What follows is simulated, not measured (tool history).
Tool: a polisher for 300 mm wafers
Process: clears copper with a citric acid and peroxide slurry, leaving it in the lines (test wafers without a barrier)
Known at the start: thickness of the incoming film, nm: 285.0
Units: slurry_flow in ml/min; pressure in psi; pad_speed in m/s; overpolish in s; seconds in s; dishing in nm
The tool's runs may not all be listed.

| run | hour | slurry_flow | pressure | pad_speed | slurry_solids | overpolish | seconds | dishing |
|---|---|---|---|---|---|---|---|---|
| 1 | 0.0 | 145 | 2.6 | 1.18 | 1.0 | 27 | 113.06 | 41.082 |
| 2 | 4.7 | 145 | 2.5 | 1.18 | 1.0 | 28 | 120.52 | 41.117 |
| 3 | 12.5 | 145 | 2.5 | 1.18 | 1.0 | 39 | 120.40 | 51.105 |
| 4 | 17.0 | 145 | 2.5 | 1.18 | 1.1 | 39 | 117.92 | 51.708 |
| 5 | 25.9 | 125 | 2.5 | 1.18 | 1.1 | 39 | 126.49 | 51.775 |
| 6 | 34.1 | 125 | 2.5 | 1.18 | 1.1 | 38 | 123.49 | 49.846 |

Forecast run 7:
| 7 | 40.7 | 125 | 2.5 | 1.18 | 1.1 | 37 | ? | ? |

Run 7 gave seconds 120.42 s, dishing 48.531 nm.

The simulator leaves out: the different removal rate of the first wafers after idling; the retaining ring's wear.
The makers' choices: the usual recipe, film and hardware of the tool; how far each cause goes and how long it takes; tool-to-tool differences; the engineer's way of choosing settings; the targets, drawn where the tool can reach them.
